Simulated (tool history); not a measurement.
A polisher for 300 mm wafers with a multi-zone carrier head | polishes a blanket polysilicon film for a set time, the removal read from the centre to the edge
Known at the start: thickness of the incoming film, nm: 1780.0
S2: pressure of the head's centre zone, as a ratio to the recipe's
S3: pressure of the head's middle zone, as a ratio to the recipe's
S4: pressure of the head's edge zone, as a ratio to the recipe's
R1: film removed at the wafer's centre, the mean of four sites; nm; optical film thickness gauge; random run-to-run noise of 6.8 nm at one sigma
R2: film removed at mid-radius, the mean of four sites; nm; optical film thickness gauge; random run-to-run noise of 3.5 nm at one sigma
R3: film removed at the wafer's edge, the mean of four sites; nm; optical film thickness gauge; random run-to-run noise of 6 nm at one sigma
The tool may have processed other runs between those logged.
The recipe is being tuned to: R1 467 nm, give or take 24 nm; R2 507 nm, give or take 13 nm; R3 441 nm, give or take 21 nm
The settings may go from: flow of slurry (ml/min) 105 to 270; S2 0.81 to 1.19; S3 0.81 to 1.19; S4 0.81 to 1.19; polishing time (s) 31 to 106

run 1 hour=0 | flow_of_slurry_(ml/min)=175 S2=1 S3=1 S4=1 polishing_time_(s)=68 | R1=357.87 R2=343.09 R3=345.39
run 2 hour=4.8 | flow_of_slurry_(ml/min)=150 S2=1 S3=1 S4=1 polishing_time_(s)=68 | R1=349.35 R2=332.05 R3=320.19
run 3 hour=6.3 | flow_of_slurry_(ml/min)=170 S2=1.01 S3=1.05 S4=0.99 polishing_time_(s)=71 | R1=369.45 R2=370.86 R3=353.28
run 4 hour=9.3 | flow_of_slurry_(ml/min)=170 S2=1.01 S3=1.13 S4=0.99 polishing_time_(s)=71 | R1=375.41 R2=388.03 R3=350.6
run 5 hour=10.9 | flow_of_slurry_(ml/min)=185 S2=1.01 S3=1.15 S4=0.97 polishing_time_(s)=74 | R1=390.82 R2=408.47 R3=361.8
run 6 hour=16.5 | flow_of_slurry_(ml/min)=185 S2=1.01 S3=1.16 S4=0.97 polishing_time_(s)=78 | R1=414.19 R2=435.85 R3=375.74
run 7 hour=19.8 | flow_of_slurry_(ml/min)=190 S2=1.01 S3=1.17 S4=0.99 polishing_time_(s)=80 | R1=434.7 R2=448.27 R3=399.43
run 8 hour=27.6 | flow_of_slurry_(ml/min)=195 S2=1 S3=1.18 S4=0.98 polishing_time_(s)=82 | R1=453.87 R2=469.39 R3=399.35
run 9 hour=33 | flow_of_slurry_(ml/min)=195 S2=0.97 S3=1.18 S4=1.01 polishing_time_(s)=83 | R1=424.9 R2=465.57 R3=421.17
run 10 hour=35.6 | flow_of_slurry_(ml/min)=200 S2=0.97 S3=1.18 S4=1 polishing_time_(s)=84 | R1=438.69 R2=479.87 R3=421.36
run 11 hour=41.9 | flow_of_slurry_(ml/min)=205 S2=0.97 S3=1.18 S4=1 polishing_time_(s)=85 | R1=449.63 R2=496 R3=435.58
run 12 hour=47.1 | flow_of_slurry_(ml/min)=210 S2=0.97 S3=1.18 S4=1 polishing_time_(s)=85 | R1=453.68 R2=493.39 R3=434.64
run 13 hour=51 | flow_of_slurry_(ml/min)=215 S2=0.97 S3=1.18 S4=1 polishing_time_(s)=85 | R1=451.54 R2=495.92 R3=429.38

Pick the move, out of 4, that brings all results within their allowed miss; only one does.
run A hour=54.9 | flow_of_slurry_(ml/min)=210 S2=0.84 S3=1.19 S4=0.99 polishing_time_(s)=85 | R1=? R2=? R3=?
run B hour=54.9 | flow_of_slurry_(ml/min)=165 S2=1.05 S3=1.09 S4=1 polishing_time_(s)=88 | R1=? R2=? R3=?
run C hour=54.9 | flow_of_slurry_(ml/min)=210 S2=0.96 S3=1.16 S4=1.04 polishing_time_(s)=84 | R1=? R2=? R3=?
run D hour=54.9 | flow_of_slurry_(ml/min)=260 S2=0.95 S3=1.14 S4=0.95 polishing_time_(s)=88 | R1=? R2=? R3=?

move=A R1=395.66 R2=501.02 R3=423.93
move=B R1=489.9 R2=470.33 R3=428.09
move=C R1=447.31 R2=486.66 R3=427.17
move=D R1=478.18 R2=518.4 R3=441.38
A: corrects the largest miss of the last run, while another result sits out of spec
B: misses by more than the last run did
C: misses by more than the last run did
D: all results land within tolerance of their targets
D is the move that brings every result within its allowed miss.

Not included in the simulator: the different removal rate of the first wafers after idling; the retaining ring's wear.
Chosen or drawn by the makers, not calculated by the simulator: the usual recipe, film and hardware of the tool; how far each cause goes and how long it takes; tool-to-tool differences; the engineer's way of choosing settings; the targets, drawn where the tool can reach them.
